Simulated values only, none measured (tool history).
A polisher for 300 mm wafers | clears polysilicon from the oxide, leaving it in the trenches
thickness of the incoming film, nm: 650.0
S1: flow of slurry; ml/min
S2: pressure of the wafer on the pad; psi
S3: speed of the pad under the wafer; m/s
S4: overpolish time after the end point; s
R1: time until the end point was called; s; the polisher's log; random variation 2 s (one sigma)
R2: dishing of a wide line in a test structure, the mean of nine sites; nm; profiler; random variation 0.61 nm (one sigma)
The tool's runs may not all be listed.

{"run": 1, "hour": 0.0, "S1": 235, "S2": 2.2, "S3": 0.84, "S4": 21, "R1": 63.514, "R2": 41.392}
{"run": 2, "hour": 4.4, "S1": 235, "S2": 1.9, "S3": 0.8, "S4": 20, "R1": 72.962, "R2": 40.025}
{"run": 3, "hour": 12.9, "S1": 235, "S2": 1.9, "S3": 0.7, "S4": 20, "R1": 84.29, "R2": 39.5}
{"run": 4, "hour": 17.1, "S1": 230, "S2": 1.7, "S3": 0.68, "S4": 25, "R1": 97.329, "R2": 40.059}
{"run": 5, "hour": 18.8, "S1": 230, "S2": 1.6, "S3": 0.68, "S4": 26, "R1": 101.29, "R2": 39.349}
{"run": 6, "hour": 21.8, "S1": 230, "S2": 1.1, "S3": 0.68, "S4": 26, "R1": 131.63, "R2": 38.046}

Run 7 comes next. What will it give?
{"run": 7, "hour": 27.2, "S1": 230, "S2": 1.1, "S3": 0.68, "S4": 29, "R1": "?", "R2": "?"}

{"run 7": {"R1": 131.61, "R2": 38.375}}

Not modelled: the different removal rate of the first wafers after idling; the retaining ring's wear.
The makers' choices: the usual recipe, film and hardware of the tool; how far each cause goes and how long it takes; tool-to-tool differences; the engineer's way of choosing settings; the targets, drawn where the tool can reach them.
